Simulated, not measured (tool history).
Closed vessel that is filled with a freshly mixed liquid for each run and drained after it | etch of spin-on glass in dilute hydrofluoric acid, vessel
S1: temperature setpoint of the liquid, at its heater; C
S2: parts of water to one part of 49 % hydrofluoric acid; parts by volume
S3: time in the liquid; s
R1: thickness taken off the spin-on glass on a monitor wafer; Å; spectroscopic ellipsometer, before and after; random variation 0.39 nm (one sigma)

{"run": 1, "day": 0.0, "S1": 24, "S2": 95, "S3": 120, "R1": 285.88}
{"run": 2, "day": 0.233, "S1": 26, "S2": 90, "S3": 120, "R1": 328.95}
{"run": 3, "day": 0.579, "S1": 27.5, "S2": 90, "S3": 120, "R1": 352.65}
{"run": 4, "day": 0.821, "S1": 27.5, "S2": 105, "S3": 120, "R1": 293.98}
{"run": 5, "day": 1.096, "S1": 27.5, "S2": 80, "S3": 120, "R1": 402.09}
{"run": 6, "day": 1.188, "S1": 27.5, "S2": 80, "S3": 120, "R1": 396.92}
{"run": 7, "day": 1.288, "S1": 28, "S2": 80, "S3": 120, "R1": 406.99}
{"run": 8, "day": 1.379, "S1": 28, "S2": 80, "S3": 120, "R1": 411.53}

Forecast run 9:
{"run": 9, "day": 1.65, "S1": 28, "S2": 80, "S3": 120, "R1": "?"}

{"run 9": {"R1": 409.75}}
